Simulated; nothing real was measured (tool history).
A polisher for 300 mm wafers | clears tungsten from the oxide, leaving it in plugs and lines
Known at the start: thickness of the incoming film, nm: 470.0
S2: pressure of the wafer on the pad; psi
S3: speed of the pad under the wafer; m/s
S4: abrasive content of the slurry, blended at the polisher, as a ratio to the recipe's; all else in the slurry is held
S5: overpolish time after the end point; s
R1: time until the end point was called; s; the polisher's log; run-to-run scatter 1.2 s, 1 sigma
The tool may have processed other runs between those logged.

{"run": 1, "hour": 0.0, "flow of slurry (ml/min)": 300, "S2": 3, "S3": 1.02, "S4": 1, "S5": 8, "R1": 118.53}
{"run": 2, "hour": 2.0, "flow of slurry (ml/min)": 300, "S2": 3, "S3": 1.02, "S4": 1.2, "S5": 8, "R1": 112.24}
{"run": 3, "hour": 5.8, "flow of slurry (ml/min)": 300, "S2": 3, "S3": 1.02, "S4": 1.2, "S5": 8, "R1": 110.85}
{"run": 4, "hour": 8.0, "flow of slurry (ml/min)": 300, "S2": 3, "S3": 1.02, "S4": 1.2, "S5": 8, "R1": 113.19}
{"run": 5, "hour": 10.1, "flow of slurry (ml/min)": 300, "S2": 3.1, "S3": 1.02, "S4": 1.2, "S5": 8, "R1": 110.67}
{"hour": 16.8, "done": "slurry blender recalibrated"}
{"run": 6, "hour": 16.8, "flow of slurry (ml/min)": 235, "S2": 3.1, "S3": 1.02, "S4": 1.2, "S5": 8, "R1": 105.86}
{"run": 7, "hour": 17.8, "flow of slurry (ml/min)": 235, "S2": 3.2, "S3": 1.02, "S4": 1.2, "S5": 8, "R1": 103.05}

Forecast run 8:
{"run": 8, "hour": 21.6, "flow of slurry (ml/min)": 235, "S2": 3.3, "S3": 1.02, "S4": 1.2, "S5": 8, "R1": "?"}

Run 8 gave R1 100.16 s.
